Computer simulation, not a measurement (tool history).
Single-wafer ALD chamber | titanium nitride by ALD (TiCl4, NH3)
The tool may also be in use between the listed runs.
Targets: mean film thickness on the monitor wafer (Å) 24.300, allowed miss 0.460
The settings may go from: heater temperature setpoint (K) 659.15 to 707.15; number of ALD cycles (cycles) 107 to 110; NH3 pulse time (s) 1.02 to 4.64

run  hour  heater temperature setpoint (K)  number of ALD cycles (cycles)  NH3 pulse time (s)  mean film thickness on the monitor wafer (Å)
  1   0.0                           683.15                            107                2.83                                        26.436
  2   9.0                           683.15                            107                2.53                                        26.099
  3  12.7                           683.15                            107                2.53                                        26.352
  4  16.9                           683.15                            110                2.53                                        26.959
  5  18.9                           683.15                            110                3.13                                        27.150
  6  27.3                           683.15                            110                2.84                                        27.168
  7  35.3                           679.15                            110                2.54                                        26.846
  8  40.0                           676.15                            110                2.29                                        27.005
  9  43.3                           688.15                            107                3.20                                        26.705
 10  47.1                           683.15                            107                2.84                                        26.436
 11  55.6                           679.15                            107                2.54                                        26.152
 12  61.2                           676.15                            107                2.29                                        25.997
 13  68.2                           673.15                            107                2.08                                        25.785
 14  75.3                           671.15                            107                1.91                                        25.560

Which of these 4 next moves meets every target?
  A  82.4                           667.15                            107                1.95                                             ?
  B  82.4                           671.15                            107                1.63                                             ?
  C  82.4                           659.15                            109                2.13                                             ?
  D  82.4                           672.15                            110                1.20                                             ?

move  mean film thickness on the monitor wafer (Å)
   A                                        25.494
   B                                        25.114
   C                                        25.944
   D                                        24.122
A: nearer than the last run, and not there yet
B: nearer than the last run, and not there yet
C: further off than the last run
D: meets every target
The right move is D.
